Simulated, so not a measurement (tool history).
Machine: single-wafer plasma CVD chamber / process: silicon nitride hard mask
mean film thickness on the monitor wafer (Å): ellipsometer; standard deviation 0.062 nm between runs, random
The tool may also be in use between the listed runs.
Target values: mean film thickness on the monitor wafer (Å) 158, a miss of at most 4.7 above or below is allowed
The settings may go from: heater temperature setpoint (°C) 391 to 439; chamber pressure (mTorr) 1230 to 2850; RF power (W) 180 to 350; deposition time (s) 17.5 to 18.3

run    day  heater temperature setpoint (°C)  chamber pressure (mTorr)  RF power (W)  deposition time (s)  mean film thickness on the monitor wafer (Å)
  1      0                               415                      2040           265                 18.3                                        193.77
  2   0.15                               415                      2040           265                 17.5                                        185.73
  3  0.204                               415                      1910           255                 17.5                                        176.76
  4  0.312                               415                      1910           255                 17.5                                        176.15
  5  0.583                               415                      1790           250                 17.5                                        172.47
  6  0.608                               415                      1790           250                 17.5                                        172.53
  7  0.904                               415                      1710           245                 17.5                                        169.91
  8  1.217                               415                      1660           240                 17.5                                        164.69

Pick the move, out of 5, that brings all results within their allowed miss; only one does.
  A  1.529                               408                      1770           230                 18.3                                             ?
  B  1.529                               413                      1340           225                 18.3                                             ?
  C  1.529                               417                      1910           230                 18.3                                             ?
  D  1.529                               423                      1560           215                 17.5                                             ?
  E  1.529                               417                      1270           255                 17.6                                             ?

move  mean film thickness on the monitor wafer (Å)
   A                                        168.17
   B                                        157.54
   C                                        169.62
   D                                        147.48
   E                                        166.73
A: further off than the last run
B: each result inside its tolerance
C: further off than the last run
D: moves the result that the last run missed by most past its target, out the other side
E: further off than the last run
The right move is B.
